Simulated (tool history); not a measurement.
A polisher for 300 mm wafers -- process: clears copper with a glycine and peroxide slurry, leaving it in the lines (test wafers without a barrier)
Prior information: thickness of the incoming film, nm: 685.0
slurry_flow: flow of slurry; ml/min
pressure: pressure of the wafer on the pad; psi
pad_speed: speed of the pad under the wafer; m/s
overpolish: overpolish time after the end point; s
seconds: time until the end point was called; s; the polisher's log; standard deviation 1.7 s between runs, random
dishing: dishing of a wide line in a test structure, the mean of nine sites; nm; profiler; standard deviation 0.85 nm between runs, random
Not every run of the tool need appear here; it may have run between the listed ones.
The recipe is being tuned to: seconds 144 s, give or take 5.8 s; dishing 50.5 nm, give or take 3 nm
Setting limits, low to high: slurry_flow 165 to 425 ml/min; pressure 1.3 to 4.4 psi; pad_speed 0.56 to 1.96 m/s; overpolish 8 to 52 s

run,hour,slurry_flow,pressure,pad_speed,overpolish,seconds,dishing
1,0,275,2.8,1.26,26,124.21,68.656
2,8.5,275,2.8,1.26,33,124.21,75.977
3,16.7,275,2.6,1.26,27,133.73,64.513
4,20.5,275,2.6,1.46,27,118.64,71.262
5,28.4,275,2.4,1.46,23,123.68,59.169
6,33.4,275,2.4,1.6,23,117.02,63.326
7,34.5,275,2.2,1.6,22,123.14,58.559
8,42.7,275,2,1.6,22,137.84,57.05
9,45.8,275,2,1.6,21,136.7,53.037

Next run, 5 choices. One meets every target within its allowed miss, the rest don't. Which?
A,48.9,235,2.2,1.4,20,?,?
B,48.9,275,1.9,1.8,18,?,?
C,48.9,225,1.9,1.46,27,?,?
D,48.9,275,2,1.76,19,?,?
E,48.9,290,2.1,1.38,24,?,?

move,seconds,dishing
A,146.36,51.509
B,132.06,50.568
C,160.32,58.504
D,128.85,53.407
E,151.11,56.805
A: every result lands within tolerance
B: misses by more than the last run did
C: carries the result that was furthest off beyond its target, to the other side
D: misses by more than the last run did
E: carries the result that was furthest off beyond its target, to the other side
The move that meets every target is A.
